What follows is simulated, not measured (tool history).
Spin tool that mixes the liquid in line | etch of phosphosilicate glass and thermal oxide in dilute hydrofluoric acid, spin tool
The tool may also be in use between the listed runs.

run	hour	temperature setpoint of the liquid (K)	parts of water to one part of 49 % hydrofluoric acid (parts by volume)	time under the liquid (s)	thickness taken off the phosphosilicate glass on a monitor wafer (nm)	thickness taken off the thermal oxide on a monitor wafer (nm)
1	0	295.15	290	30	10.38	0.35452
2	4.3	295.15	385	30	7.2208	0.32019
3	6.6	298.65	385	30	8.1298	0.29866
4	10.7	299.15	275	30	12.766	0.52305
5	17.2	296.15	275	30	11.579	0.40901
6	20.2	298.15	275	30	12.482	0.47059
7	26.9	299.65	210	30	18.521	0.71528

Run 8 comes next. What will it give?
8	27.6	300.65	175	30	?	?

Run 8 came out at thickness taken off the phosphosilicate glass on a monitor wafer (nm) 23.74, thickness taken off the thermal oxide on a monitor wafer (nm) 0.98343.
